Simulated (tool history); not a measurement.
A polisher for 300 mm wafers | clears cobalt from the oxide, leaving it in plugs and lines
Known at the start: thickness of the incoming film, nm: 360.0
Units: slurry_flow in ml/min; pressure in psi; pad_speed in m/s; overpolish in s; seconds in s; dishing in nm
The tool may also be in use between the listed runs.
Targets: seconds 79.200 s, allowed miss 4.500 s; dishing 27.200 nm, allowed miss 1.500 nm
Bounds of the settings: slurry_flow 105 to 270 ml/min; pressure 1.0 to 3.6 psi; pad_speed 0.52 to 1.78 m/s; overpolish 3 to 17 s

run,hour,slurry_flow,pressure,pad_speed,overpolish,seconds,dishing
1,0.0,175,2.3,1.14,9,58.020,37.004
2,6.0,175,2.8,1.14,9,48.111,39.923
3,9.5,175,2.5,1.12,8,55.509,35.825
4,16.9,175,2.5,1.12,5,53.245,25.289
5,21.4,175,2.5,1.12,7,54.587,32.820
6,22.8,175,2.9,1.12,7,47.922,35.288
7,26.7,175,2.5,1.10,7,55.922,31.827
8,28.3,175,2.3,1.08,7,59.986,30.002
9,36.8,175,2.1,1.06,7,67.987,27.867
10,41.8,175,2.1,1.06,7,69.190,26.989
11,50.7,175,2.0,1.06,7,69.104,27.233
12,55.6,175,1.9,1.06,7,72.577,26.412
13,59.3,175,1.8,1.06,7,78.880,25.213

Which of these 4 next moves meets every target?
A,63.0,170,2.1,0.88,6,?,?
B,63.0,195,1.6,1.20,8,?,?
C,63.0,160,2.2,0.82,6,?,?
D,63.0,180,1.8,0.94,7,?,?

move,seconds,dishing
A,76.909,22.449
B,76.665,28.023
C,78.231,22.148
D,84.162,23.616
A: further off than the last run
B: meets every target
C: further off than the last run
D: further off than the last run
Answer: B
